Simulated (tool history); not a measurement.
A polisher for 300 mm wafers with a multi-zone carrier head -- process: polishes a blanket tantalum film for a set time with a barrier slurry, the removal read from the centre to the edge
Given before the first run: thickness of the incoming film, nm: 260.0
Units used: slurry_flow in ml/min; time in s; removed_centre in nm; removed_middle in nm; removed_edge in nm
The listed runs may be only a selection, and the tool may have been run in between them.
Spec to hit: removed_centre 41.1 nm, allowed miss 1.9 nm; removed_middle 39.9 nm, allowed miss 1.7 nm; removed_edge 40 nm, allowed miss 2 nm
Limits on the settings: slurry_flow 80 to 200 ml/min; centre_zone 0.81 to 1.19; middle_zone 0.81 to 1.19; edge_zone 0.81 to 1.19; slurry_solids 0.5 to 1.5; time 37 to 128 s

| run | day | slurry_flow | centre_zone | middle_zone | edge_zone | slurry_solids | time | removed_centre | removed_middle | removed_edge |
|---|---|---|---|---|---|---|---|---|---|---|
| 1 | 0 | 130 | 1 | 1 | 1 | 1 | 82 | 73.837 | 77.439 | 72.312 |
| 2 | 0.088 | 130 | 1 | 1.08 | 1 | 1 | 82 | 72.269 | 82.229 | 72.176 |
| 3 | 0.425 | 110 | 1 | 1.08 | 1 | 1 | 82 | 71.951 | 77.919 | 70.459 |
| 4 | 0.708 | 100 | 0.99 | 1.05 | 0.99 | 0.85 | 73 | 59.65 | 62.58 | 60.39 |
| 5 | 0.738 | 100 | 1 | 1.04 | 0.97 | 0.75 | 66 | 51.678 | 54.546 | 51.387 |
| 6 | 1.042 | 100 | 1 | 1.04 | 0.89 | 0.75 | 66 | 50.07 | 54.548 | 49.544 |
| 7 | 1.412 | 100 | 1.01 | 1.01 | 0.89 | 0.7 | 63 | 48.016 | 49.831 | 45.873 |
| 8 | 1.633 | 90 | 0.94 | 0.91 | 0.88 | 0.5 | 62 | 38.366 | 39.171 | 39.703 |
| 9 | 1.75 | 90 | 0.94 | 0.91 | 0.88 | 0.5 | 62 | 38.177 | 38.907 | 39.122 |
| 10 | 1.833 | 95 | 0.95 | 0.91 | 0.88 | 0.5 | 62 | 39.063 | 38.46 | 38.311 |
| 11 | 2.075 | 105 | 0.96 | 0.92 | 0.92 | 0.6 | 63 | 42.862 | 44.108 | 43.832 |
| 12 | 2.404 | 100 | 0.96 | 0.91 | 0.9 | 0.6 | 63 | 44.215 | 42.72 | 43.62 |
| 13 | 2.546 | 100 | 0.96 | 0.91 | 0.88 | 0.6 | 63 | 42.519 | 43.562 | 42.51 |
| 14 | 2.8 | 95 | 0.96 | 0.9 | 0.87 | 0.6 | 63 | 44.037 | 42.894 | 41.56 |
| 15 | 3.117 | 95 | 0.95 | 0.89 | 0.87 | 0.6 | 63 | 43.625 | 43.536 | 42.506 |

Exercise: of the 4 proposed moves below, exactly one satisfies all targets within the stated allowed misses. Which move is it?
| A | 3.433 | 105 | 1.07 | 0.83 | 0.98 | 0.85 | 51 | ? | ? | ? |
| B | 3.433 | 165 | 1.07 | 0.84 | 0.82 | 0.65 | 54 | ? | ? | ? |
| C | 3.433 | 150 | 0.86 | 1.02 | 0.81 | 0.8 | 53 | ? | ? | ? |
| D | 3.433 | 150 | 0.94 | 0.87 | 0.85 | 0.55 | 60 | ? | ? | ? |

| move | removed_centre | removed_middle | removed_edge |
|---|---|---|---|
| A | 45.029 | 37.388 | 41.831 |
| B | 46.624 | 38.769 | 38.867 |
| C | 39.823 | 47.567 | 40.347 |
| D | 42.515 | 41.044 | 40.72 |
A: the result that was furthest off in the last run now lies on the other side of its target
B: brings the last run's worst result on target, with another outside its allowed miss
C: its largest miss is bigger than the last run's
D: all results in spec
Go with D: it meets all targets.
